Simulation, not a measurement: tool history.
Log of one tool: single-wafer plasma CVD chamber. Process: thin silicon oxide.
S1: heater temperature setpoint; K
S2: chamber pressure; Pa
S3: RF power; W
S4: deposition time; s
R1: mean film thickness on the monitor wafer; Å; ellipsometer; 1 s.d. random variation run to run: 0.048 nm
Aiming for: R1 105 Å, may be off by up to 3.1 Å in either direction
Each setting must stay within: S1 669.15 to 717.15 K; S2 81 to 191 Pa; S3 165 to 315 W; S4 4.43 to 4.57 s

run,hour,S1,S2,S3,S4,R1
1,0,693.15,136,240,4.43,83.578
2,5.5,693.15,136,260,4.43,86.248
3,13.5,693.15,140,260,4.43,88.863
4,20.5,693.15,140,260,4.57,92.291
5,22.1,698.15,140,260,4.57,91.332
6,29.4,698.15,157,260,4.57,100.59
7,33.5,698.15,159,260,4.57,101.01
8,34.4,698.15,160,260,4.57,102.04

Which of these 5 next moves meets every target?
A,35.3,694.15,153,255,4.57,?
B,35.3,697.15,145,280,4.55,?
C,35.3,697.15,169,275,4.51,?
D,35.3,700.15,147,265,4.57,?
E,35.3,692.15,149,270,4.56,?

move,R1
A,98.303
B,97.371
C,105.66
D,95.956
E,98.589
A: moves away from the targets compared with the last run
B: moves away from the targets compared with the last run
C: all results in spec
D: moves away from the targets compared with the last run
E: moves away from the targets compared with the last run
C meets every target.
